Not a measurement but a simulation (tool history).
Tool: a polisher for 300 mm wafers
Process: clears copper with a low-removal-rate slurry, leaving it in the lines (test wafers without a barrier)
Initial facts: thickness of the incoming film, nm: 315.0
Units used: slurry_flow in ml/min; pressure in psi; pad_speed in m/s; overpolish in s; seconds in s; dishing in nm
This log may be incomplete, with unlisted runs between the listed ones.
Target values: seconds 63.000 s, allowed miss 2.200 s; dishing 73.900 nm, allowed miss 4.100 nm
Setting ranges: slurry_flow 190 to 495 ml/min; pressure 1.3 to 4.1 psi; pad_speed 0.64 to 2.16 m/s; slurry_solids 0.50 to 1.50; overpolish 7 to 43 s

run,hour,slurry_flow,pressure,pad_speed,slurry_solids,overpolish,seconds,dishing
1,0.0,320,2.7,1.40,1.00,22,74.956,62.182
2,2.7,320,2.7,1.40,0.90,22,76.880,61.091
3,5.3,260,2.7,1.40,0.90,22,76.917,58.798
4,5.9,265,2.9,1.40,0.90,23,71.761,64.516
5,8.8,265,2.9,1.40,0.90,17,73.155,53.157
6,11.2,265,2.9,1.40,0.85,17,71.489,52.325
7,12.3,270,3.0,1.40,0.85,19,69.665,57.406
8,19.2,275,3.1,1.40,0.85,21,66.560,64.340
9,25.5,280,3.1,1.40,0.85,22,67.559,66.530
10,29.8,280,3.2,1.40,0.85,22,65.753,69.237

Exercise: of the 4 proposed moves below, exactly one satisfies all targets within the stated allowed misses. Which move is it?
A,34.1,330,3.3,1.42,0.75,24,?,?
B,34.1,230,3.4,1.24,0.95,27,?,?
C,34.1,205,2.8,1.90,0.80,17,?,?
D,34.1,280,3.0,1.46,0.70,28,?,?

move,seconds,dishing
A,63.481,73.438
B,69.133,75.151
C,61.186,58.820
D,69.884,75.614
A: all results in spec
B: its largest miss is bigger than the last run's
C: the furthest-off result lands on target, but another misses its tolerance
D: its largest miss is bigger than the last run's
Go with A: it meets all targets.
